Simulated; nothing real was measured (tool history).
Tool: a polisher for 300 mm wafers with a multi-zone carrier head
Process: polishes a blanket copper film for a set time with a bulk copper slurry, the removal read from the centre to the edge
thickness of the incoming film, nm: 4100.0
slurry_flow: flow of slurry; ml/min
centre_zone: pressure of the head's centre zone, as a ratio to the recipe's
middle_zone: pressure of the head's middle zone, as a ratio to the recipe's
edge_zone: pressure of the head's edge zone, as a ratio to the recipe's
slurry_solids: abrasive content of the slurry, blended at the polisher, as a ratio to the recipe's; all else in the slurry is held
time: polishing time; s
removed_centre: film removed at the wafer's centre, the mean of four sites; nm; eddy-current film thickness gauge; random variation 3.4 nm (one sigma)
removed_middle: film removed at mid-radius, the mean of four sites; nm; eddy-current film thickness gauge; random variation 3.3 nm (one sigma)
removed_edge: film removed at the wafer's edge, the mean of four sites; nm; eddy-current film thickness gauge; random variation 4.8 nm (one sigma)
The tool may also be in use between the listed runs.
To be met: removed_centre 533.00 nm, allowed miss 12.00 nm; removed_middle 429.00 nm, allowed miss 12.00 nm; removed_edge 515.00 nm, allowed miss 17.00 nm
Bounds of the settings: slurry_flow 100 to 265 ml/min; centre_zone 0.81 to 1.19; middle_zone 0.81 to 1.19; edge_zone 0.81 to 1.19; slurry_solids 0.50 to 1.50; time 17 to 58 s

Run 1, hour 0.0: slurry_flow 170 ml/min, centre_zone 1.00, middle_zone 1.00, edge_zone 1.00, slurry_solids 1.00, time 37 s. Result: removed_centre 339.58 nm, removed_middle 335.35 nm, removed_edge 341.54 nm.
Run 2, hour 7.6: slurry_flow 180 ml/min, centre_zone 1.03, middle_zone 0.98, edge_zone 1.05, slurry_solids 1.15, time 39 s. Result: removed_centre 375.12 nm, removed_middle 357.16 nm, removed_edge 370.58 nm.
Run 3, hour 12.9: slurry_flow 180 ml/min, centre_zone 1.07, middle_zone 0.98, edge_zone 1.05, slurry_solids 1.15, time 39 s. Result: removed_centre 390.90 nm, removed_middle 357.80 nm, removed_edge 365.47 nm.
Run 4, hour 21.7: slurry_flow 180 ml/min, centre_zone 1.07, middle_zone 0.98, edge_zone 1.05, slurry_solids 1.35, time 39 s. Result: removed_centre 396.73 nm, removed_middle 368.74 nm, removed_edge 382.33 nm.
Run 5, hour 24.0: slurry_flow 185 ml/min, centre_zone 1.08, middle_zone 0.95, edge_zone 1.08, slurry_solids 1.40, time 41 s. Result: removed_centre 427.20 nm, removed_middle 384.00 nm, removed_edge 404.47 nm.
Run 6, hour 29.5: slurry_flow 185 ml/min, centre_zone 1.08, middle_zone 0.95, edge_zone 1.08, slurry_solids 1.50, time 41 s. Result: removed_centre 430.27 nm, removed_middle 387.12 nm, removed_edge 415.67 nm.
Run 7, hour 35.5: slurry_flow 185 ml/min, centre_zone 1.08, middle_zone 0.92, edge_zone 1.11, slurry_solids 1.50, time 43 s. Result: removed_centre 457.42 nm, removed_middle 394.62 nm, removed_edge 443.70 nm.
Run 8, hour 42.2: slurry_flow 195 ml/min, centre_zone 1.08, middle_zone 0.91, edge_zone 1.13, slurry_solids 1.50, time 44 s. Result: removed_centre 471.12 nm, removed_middle 400.17 nm, removed_edge 463.67 nm.
Run 9, hour 44.2: slurry_flow 205 ml/min, centre_zone 1.09, middle_zone 0.91, edge_zone 1.15, slurry_solids 1.50, time 44 s. Result: removed_centre 476.55 nm, removed_middle 400.76 nm, removed_edge 466.80 nm.
Run 10, hour 45.9: slurry_flow 210 ml/min, centre_zone 1.10, middle_zone 0.91, edge_zone 1.16, slurry_solids 1.50, time 45 s. Result: removed_centre 482.95 nm, removed_middle 406.22 nm, removed_edge 477.42 nm.
Run 11, hour 49.5: slurry_flow 210 ml/min, centre_zone 1.11, middle_zone 0.91, edge_zone 1.16, slurry_solids 1.50, time 46 s. Result: removed_centre 503.07 nm, removed_middle 428.27 nm, removed_edge 486.72 nm.
Run 12, hour 51.8: slurry_flow 215 ml/min, centre_zone 1.11, middle_zone 0.90, edge_zone 1.17, slurry_solids 1.50, time 46 s. Result: removed_centre 499.58 nm, removed_middle 421.82 nm, removed_edge 494.28 nm.

Which of these 5 next moves meets every target?
Run A, hour 54.1: slurry_flow 165 ml/min, centre_zone 1.03, middle_zone 0.86, edge_zone 1.19, slurry_solids 1.50, time 48 s. Result: removed_centre ?, removed_middle ?, removed_edge ?.
Run B, hour 54.1: slurry_flow 200 ml/min, centre_zone 1.02, middle_zone 0.98, edge_zone 1.11, slurry_solids 1.30, time 46 s. Result: removed_centre ?, removed_middle ?, removed_edge ?.
Run C, hour 54.1: slurry_flow 225 ml/min, centre_zone 1.14, middle_zone 0.89, edge_zone 1.19, slurry_solids 1.50, time 47 s. Result: removed_centre ?, removed_middle ?, removed_edge ?.
Run D, hour 54.1: slurry_flow 215 ml/min, centre_zone 0.99, middle_zone 0.92, edge_zone 1.19, slurry_solids 1.50, time 50 s. Result: removed_centre ?, removed_middle ?, removed_edge ?.
Run E, hour 54.1: slurry_flow 215 ml/min, centre_zone 1.08, middle_zone 0.91, edge_zone 1.19, slurry_solids 1.50, time 47 s. Result: removed_centre ?, removed_middle ?, removed_edge ?.

move  removed_centre  removed_middle  removed_edge
   A          473.16          407.80        504.01
   B          450.02          434.70        461.38
   C          526.37          424.84        505.87
   D          492.27          462.69        536.05
   E          499.28          430.81        503.96
A: further off than the last run
B: further off than the last run
C: meets every target
D: further off than the last run
E: as far off as the last run
The right move is C.

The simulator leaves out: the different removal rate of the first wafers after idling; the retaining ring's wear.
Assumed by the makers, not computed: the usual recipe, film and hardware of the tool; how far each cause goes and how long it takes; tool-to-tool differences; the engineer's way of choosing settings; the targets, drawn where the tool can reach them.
